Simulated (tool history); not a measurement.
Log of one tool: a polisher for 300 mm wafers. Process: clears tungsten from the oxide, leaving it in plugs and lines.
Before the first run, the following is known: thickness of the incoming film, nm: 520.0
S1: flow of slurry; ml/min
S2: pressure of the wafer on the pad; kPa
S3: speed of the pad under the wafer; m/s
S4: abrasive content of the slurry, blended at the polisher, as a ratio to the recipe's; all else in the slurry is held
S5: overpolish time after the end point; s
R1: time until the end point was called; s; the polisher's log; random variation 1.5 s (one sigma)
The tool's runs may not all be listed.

run  hour   S1    S2    S3   S4  S5      R1
  1     0  310    31  1.36    1  17  63.144
  2   0.9  310  27.6  1.32    1  17  72.307
  3   8.1  260  27.6  1.32    1  17  71.839
  4    16  260  24.8  1.28    1  17  80.995
  5  17.3  260  24.8  1.28  0.9  17  83.205
  6  21.8  260  24.8  1.28  0.8  17  85.734
  7  22.5  260  24.8  1.28  0.8  17  85.047
  8  24.5  260  22.8  1.26  0.8  17  94.717
  9  26.7  260  21.4  1.26  0.8  17  100.46
 10  29.1  260  20.7  1.26  0.8  17   104.8
 11  35.3  260    20  1.26  0.8  17  106.66
 12  38.2  260  19.3  1.26  0.8  17   109.9
 13  40.4  260  18.6  1.26  0.8  17  114.98

Estimate the outcome of run 14 from the log above:
 14  41.8  260  15.9  1.26  0.8  17   ?

{"run 14": {"R1": 134.22}}

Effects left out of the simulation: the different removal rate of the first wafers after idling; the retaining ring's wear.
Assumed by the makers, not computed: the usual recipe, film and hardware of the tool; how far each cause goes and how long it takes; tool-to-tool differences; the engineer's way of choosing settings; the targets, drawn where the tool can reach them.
